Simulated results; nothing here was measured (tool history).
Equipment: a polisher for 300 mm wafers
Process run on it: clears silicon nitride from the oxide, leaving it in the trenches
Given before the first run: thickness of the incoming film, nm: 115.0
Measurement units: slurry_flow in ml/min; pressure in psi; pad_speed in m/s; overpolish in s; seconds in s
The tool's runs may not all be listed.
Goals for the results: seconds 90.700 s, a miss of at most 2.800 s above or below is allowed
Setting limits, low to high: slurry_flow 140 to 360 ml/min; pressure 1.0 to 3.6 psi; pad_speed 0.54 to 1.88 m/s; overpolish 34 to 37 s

run  hour  slurry_flow  pressure  pad_speed  overpolish  seconds
  1   0.0          230       2.3       1.20          34  146.860
  2   0.7          230       2.3       1.20          37  151.390
  3   8.2          195       2.3       1.20          37  151.010
  4  17.1          195       2.0       1.20          37  173.810
  5  18.1          195       2.0       1.38          37  154.860
  6  26.2          195       2.2       1.38          37  139.840
  7  33.9          195       2.4       1.38          37  126.280
  8  35.6          195       2.5       1.38          37  123.720
  9  40.7          200       2.7       1.38          37  112.830
 10  48.9          200       2.8       1.38          37  108.990
 11  53.8          205       2.9       1.38          37  104.480
 12  58.1          205       3.0       1.38          37  102.900
 13  59.3          205       3.1       1.38          37   99.371
 14  63.7          205       3.1       1.38          37   98.771
 15  69.5          205       3.1       1.38          37   99.040

4 next moves are on the table. One of them brings every result within its allowed miss. Which?
  A  75.3          220       3.5       1.32          37        ?
  B  75.3          180       3.5       1.14          35        ?
  C  75.3          235       2.8       1.42          37        ?
  D  75.3          220       2.8       1.34          34        ?

move  seconds
   A   90.804
   B  107.920
   C  104.300
   D  111.300
A: every result lands within tolerance
B: the biggest miss grows against the last run
C: the biggest miss grows against the last run
D: the biggest miss grows against the last run
The right move is A.

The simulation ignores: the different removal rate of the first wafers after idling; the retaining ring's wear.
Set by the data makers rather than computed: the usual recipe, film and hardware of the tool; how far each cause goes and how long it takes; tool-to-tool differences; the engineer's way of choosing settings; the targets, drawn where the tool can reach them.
